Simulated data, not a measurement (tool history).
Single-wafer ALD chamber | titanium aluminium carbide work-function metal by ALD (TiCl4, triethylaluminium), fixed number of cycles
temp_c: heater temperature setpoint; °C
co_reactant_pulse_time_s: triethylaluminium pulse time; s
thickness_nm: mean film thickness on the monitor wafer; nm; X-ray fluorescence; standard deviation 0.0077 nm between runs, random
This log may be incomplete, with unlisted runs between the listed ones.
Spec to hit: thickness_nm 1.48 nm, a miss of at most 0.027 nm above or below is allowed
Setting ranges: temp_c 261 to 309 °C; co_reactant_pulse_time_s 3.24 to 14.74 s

{"run": 1, "hour": 0.0, "temp_c": 285, "co_reactant_pulse_time_s": 8.99, "thickness_nm": 1.9587}
{"run": 2, "hour": 6.3, "temp_c": 281, "co_reactant_pulse_time_s": 8.12, "thickness_nm": 1.8972}
{"run": 3, "hour": 10.5, "temp_c": 281, "co_reactant_pulse_time_s": 7.16, "thickness_nm": 1.8382}
{"run": 4, "hour": 18.5, "temp_c": 281, "co_reactant_pulse_time_s": 8.36, "thickness_nm": 1.8991}
{"run": 5, "hour": 21.0, "temp_c": 278, "co_reactant_pulse_time_s": 7.58, "thickness_nm": 1.8405}
{"run": 6, "hour": 23.9, "temp_c": 275, "co_reactant_pulse_time_s": 6.92, "thickness_nm": 1.7836}
{"run": 7, "hour": 30.8, "temp_c": 273, "co_reactant_pulse_time_s": 6.36, "thickness_nm": 1.7048}
{"run": 8, "hour": 31.8, "temp_c": 271, "co_reactant_pulse_time_s": 6.01, "thickness_nm": 1.6627}
{"run": 9, "hour": 38.3, "temp_c": 270, "co_reactant_pulse_time_s": 5.74, "thickness_nm": 1.6212}
{"run": 10, "hour": 39.1, "temp_c": 269, "co_reactant_pulse_time_s": 5.6, "thickness_nm": 1.6033}
{"run": 11, "hour": 46.2, "temp_c": 268, "co_reactant_pulse_time_s": 5.49, "thickness_nm": 1.5875}
{"run": 12, "hour": 48.1, "temp_c": 267, "co_reactant_pulse_time_s": 5.39, "thickness_nm": 1.5642}
{"run": 13, "hour": 49.1, "temp_c": 266, "co_reactant_pulse_time_s": 5.35, "thickness_nm": 1.5573}
{"run": 14, "hour": 50.8, "temp_c": 261, "co_reactant_pulse_time_s": 3.37, "thickness_nm": 1.1609}
{"run": 15, "hour": 52.3, "temp_c": 266, "co_reactant_pulse_time_s": 3.54, "thickness_nm": 1.229}
{"run": 16, "hour": 58.8, "temp_c": 266, "co_reactant_pulse_time_s": 3.78, "thickness_nm": 1.2898}

Exercise: of the 5 proposed moves below, exactly one satisfies all targets within the stated allowed misses. Which move is it?
{"run": "A", "hour": 65.3, "temp_c": 261, "co_reactant_pulse_time_s": 5.07, "thickness_nm": "?"}
{"run": "B", "hour": 65.3, "temp_c": 261, "co_reactant_pulse_time_s": 5.6, "thickness_nm": "?"}
{"run": "C", "hour": 65.3, "temp_c": 272, "co_reactant_pulse_time_s": 4.23, "thickness_nm": "?"}
{"run": "D", "hour": 65.3, "temp_c": 270, "co_reactant_pulse_time_s": 4.3, "thickness_nm": "?"}
{"run": "E", "hour": 65.3, "temp_c": 272, "co_reactant_pulse_time_s": 5.16, "thickness_nm": "?"}

move=A thickness_nm=1.4702
move=B thickness_nm=1.5359
move=C thickness_nm=1.3994
move=D thickness_nm=1.4011
move=E thickness_nm=1.5537
A: all results land within tolerance of their targets
B: pushes the last run's worst result past its target
C: an improvement on the last run, though not all results are within tolerance
D: an improvement on the last run, though not all results are within tolerance
E: pushes the last run's worst result past its target
The right move is A.

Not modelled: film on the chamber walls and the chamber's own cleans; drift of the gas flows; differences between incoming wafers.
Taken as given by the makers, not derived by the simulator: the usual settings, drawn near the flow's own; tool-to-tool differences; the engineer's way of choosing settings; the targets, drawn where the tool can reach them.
